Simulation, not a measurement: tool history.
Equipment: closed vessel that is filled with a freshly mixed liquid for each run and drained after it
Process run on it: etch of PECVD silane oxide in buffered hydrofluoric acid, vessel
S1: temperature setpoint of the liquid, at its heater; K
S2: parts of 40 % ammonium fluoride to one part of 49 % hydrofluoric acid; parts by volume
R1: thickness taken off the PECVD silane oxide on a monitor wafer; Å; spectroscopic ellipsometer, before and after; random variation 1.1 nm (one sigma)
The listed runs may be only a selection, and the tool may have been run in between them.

Run 1, hour 0: S1 295.15 K, S2 13 parts by volume, time in the liquid (s) 100. Result: R1 956.04 Å.
Run 2, hour 1.3: S1 295.15 K, S2 10 parts by volume, time in the liquid (s) 100. Result: R1 1246.2 Å.
Run 3, hour 9.1: S1 295.65 K, S2 10 parts by volume, time in the liquid (s) 100. Result: R1 1287.9 Å.
Run 4, hour 10.9: S1 296.15 K, S2 10 parts by volume, time in the liquid (s) 100. Result: R1 1298.1 Å.
Run 5, hour 12.7: S1 296.65 K, S2 10 parts by volume, time in the liquid (s) 100. Result: R1 1346.3 Å.
At hour 21.6: hydrofluoric acid flow meter replaced.
Run 6, hour 21.6: S1 298.65 K, S2 10 parts by volume, time in the liquid (s) 100. Result: R1 1657.9 Å.
Run 7, hour 22.9: S1 298.65 K, S2 10 parts by volume, time in the liquid (s) 100. Result: R1 1663.9 Å.
Run 8, hour 27.5: S1 298.15 K, S2 10 parts by volume, time in the liquid (s) 100. Result: R1 1620.4 Å.

Run 9, settings as shown, results not yet in. Your forecast:
Run 9, hour 30.3: S1 297.65 K, S2 10 parts by volume, time in the liquid (s) 100. Result: R1 ?.

R1: 1601.3 Å

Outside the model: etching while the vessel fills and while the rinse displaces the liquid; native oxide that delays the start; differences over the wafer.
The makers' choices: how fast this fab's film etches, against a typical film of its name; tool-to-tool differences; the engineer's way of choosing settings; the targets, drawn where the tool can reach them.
